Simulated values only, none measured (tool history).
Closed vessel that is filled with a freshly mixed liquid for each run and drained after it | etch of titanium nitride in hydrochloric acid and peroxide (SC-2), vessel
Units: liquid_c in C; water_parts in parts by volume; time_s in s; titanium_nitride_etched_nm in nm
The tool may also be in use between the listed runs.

run 1 day=0 | liquid_c=48 water_parts=5.5 time_s=295 | titanium_nitride_etched_nm=19.806
run 2 day=0.362 | liquid_c=50.5 water_parts=5.5 time_s=295 | titanium_nitride_etched_nm=23.357
run 3 day=0.725 | liquid_c=52.5 water_parts=5.5 time_s=295 | titanium_nitride_etched_nm=26.715
run 4 day=1.088 | liquid_c=52.5 water_parts=7 time_s=295 | titanium_nitride_etched_nm=22.31
run 5 day=1.421 | liquid_c=54.5 water_parts=7 time_s=295 | titanium_nitride_etched_nm=25.112
run 6 day=1.725 | liquid_c=59.5 water_parts=7 time_s=295 | titanium_nitride_etched_nm=34.748

Run 7 comes next. What will it give?
run 7 day=2.083 | liquid_c=60 water_parts=7 time_s=295 | titanium_nitride_etched_nm=?

{"run 7": {"titanium_nitride_etched_nm": 35.787}}
